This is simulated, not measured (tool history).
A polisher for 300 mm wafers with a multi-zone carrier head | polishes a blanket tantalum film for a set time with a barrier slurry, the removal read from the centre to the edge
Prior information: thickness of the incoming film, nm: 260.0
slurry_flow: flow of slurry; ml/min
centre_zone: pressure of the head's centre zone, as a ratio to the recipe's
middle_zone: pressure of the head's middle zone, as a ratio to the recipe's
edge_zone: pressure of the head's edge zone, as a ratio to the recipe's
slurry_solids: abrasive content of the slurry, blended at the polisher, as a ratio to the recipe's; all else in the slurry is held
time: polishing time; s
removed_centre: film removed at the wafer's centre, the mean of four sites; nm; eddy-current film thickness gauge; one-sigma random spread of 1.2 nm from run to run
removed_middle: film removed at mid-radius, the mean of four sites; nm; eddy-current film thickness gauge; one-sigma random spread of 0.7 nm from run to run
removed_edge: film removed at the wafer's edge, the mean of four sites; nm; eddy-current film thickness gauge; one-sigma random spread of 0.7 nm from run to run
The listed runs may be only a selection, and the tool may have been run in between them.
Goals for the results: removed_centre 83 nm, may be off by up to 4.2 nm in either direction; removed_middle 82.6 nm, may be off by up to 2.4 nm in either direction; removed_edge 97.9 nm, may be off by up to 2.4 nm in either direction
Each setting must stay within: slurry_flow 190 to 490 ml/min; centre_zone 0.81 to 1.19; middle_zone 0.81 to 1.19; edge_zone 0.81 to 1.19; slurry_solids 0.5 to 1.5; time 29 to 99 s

run,hour,slurry_flow,centre_zone,middle_zone,edge_zone,slurry_solids,time,removed_centre,removed_middle,removed_edge
1,0,315,1,1,1,1,64,91.082,87.922,87.463
2,6.6,315,1,1,0.94,1,64,89.793,87.099,86.012
3,9.9,310,0.97,0.97,0.97,1.05,64,88.436,86.372,87.945
4,18.5,310,0.95,0.95,1,1.1,64,85.378,87.412,90.043
5,19.6,310,0.95,0.95,0.96,1.1,64,87.477,87.486,89.46
6,21.2,310,0.95,0.91,0.96,1.1,64,88.233,83.515,89.634
7,25.2,310,0.94,0.9,0.98,1.1,64,84.942,83.778,89.747
8,32.5,310,0.94,0.88,1,1.1,64,85.367,80.907,91.268
9,33.2,315,0.94,0.88,1.02,1.1,64,88.784,80.256,92.368
10,35.7,315,0.93,0.88,1.03,1.1,64,85.22,82.191,91.398
11,43.3,310,0.92,0.87,1.04,1.15,64,87.051,82.205,93.903

Exactly one of the 4 candidate moves below puts every result within its allowed miss. Which one?
A,50.9,395,1.08,1,1.09,1.4,57,?,?,?
B,50.9,285,0.89,0.87,1.01,1.15,64,?,?,?
C,50.9,190,0.99,0.9,1.06,1.25,64,?,?,?
D,50.9,270,0.87,0.86,1.09,1,69,?,?,?

move,removed_centre,removed_middle,removed_edge
A,94.696,87.153,90.541
B,80.572,80.648,91.891
C,86.265,80.21,91.901
D,81.045,82.277,97.811
A: moves away from the targets compared with the last run
B: moves away from the targets compared with the last run
C: moves away from the targets compared with the last run
D: each result inside its tolerance
The right move is D.

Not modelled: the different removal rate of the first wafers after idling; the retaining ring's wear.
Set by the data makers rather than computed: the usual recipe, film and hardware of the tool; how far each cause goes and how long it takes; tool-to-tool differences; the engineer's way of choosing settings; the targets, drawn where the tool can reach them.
